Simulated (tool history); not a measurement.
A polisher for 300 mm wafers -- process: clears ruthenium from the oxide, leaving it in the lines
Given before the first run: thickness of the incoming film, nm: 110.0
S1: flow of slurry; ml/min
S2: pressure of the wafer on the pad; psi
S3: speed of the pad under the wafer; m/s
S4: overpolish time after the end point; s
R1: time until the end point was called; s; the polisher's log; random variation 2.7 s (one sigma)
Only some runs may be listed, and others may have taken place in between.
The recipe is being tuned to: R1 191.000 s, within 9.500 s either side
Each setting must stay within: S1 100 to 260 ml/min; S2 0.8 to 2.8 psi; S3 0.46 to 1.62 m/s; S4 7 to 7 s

run 1 day=0.000 | S1=165 S2=1.8 S3=1.04 S4=7 | R1=108.140
run 2 day=0.271 | S1=165 S2=2.0 S3=1.04 S4=7 | R1=101.540
run 3 day=0.425 | S1=165 S2=2.0 S3=1.04 S4=7 | R1=95.737
run 4 day=0.796 | S1=205 S2=2.0 S3=1.04 S4=7 | R1=95.302
run 5 day=1.079 | S1=205 S2=1.8 S3=1.04 S4=7 | R1=106.040
run 6 day=1.421 | S1=205 S2=1.7 S3=1.02 S4=7 | R1=111.090
run 7 day=1.658 | S1=205 S2=1.6 S3=1.00 S4=7 | R1=121.210
run 8 day=1.967 | S1=205 S2=1.5 S3=1.00 S4=7 | R1=129.580
run 9 day=2.075 | S1=205 S2=1.4 S3=1.00 S4=7 | R1=132.840
run 10 day=2.325 | S1=205 S2=1.3 S3=0.98 S4=7 | R1=149.650
-- day=2.683 head pressure recalibrated
run 11 day=2.683 | S1=200 S2=0.9 S3=0.96 S4=7 | R1=241.190
run 12 day=2.771 | S1=205 S2=0.9 S3=0.96 S4=7 | R1=237.080
run 13 day=2.850 | S1=210 S2=0.9 S3=0.96 S4=7 | R1=235.520
run 14 day=3.058 | S1=215 S2=0.9 S3=0.96 S4=7 | R1=234.450

Below are 4 possible settings for the next run. Only one of them brings all results inside the allowed miss of their targets. Which is it?
run A day=3.267 | S1=220 S2=1.6 S3=0.78 S4=7 | R1=?
run B day=3.267 | S1=200 S2=0.8 S3=0.76 S4=7 | R1=?
run C day=3.267 | S1=210 S2=1.3 S3=0.80 S4=7 | R1=?
run D day=3.267 | S1=230 S2=1.2 S3=1.02 S4=7 | R1=?

move=A R1=160.030
move=B R1=319.140
move=C R1=193.280
move=D R1=173.740
A: takes the result that was furthest off past its target
B: misses by more than the last run did
C: hits every target within its allowed miss
D: takes the result that was furthest off past its target
C meets every target.
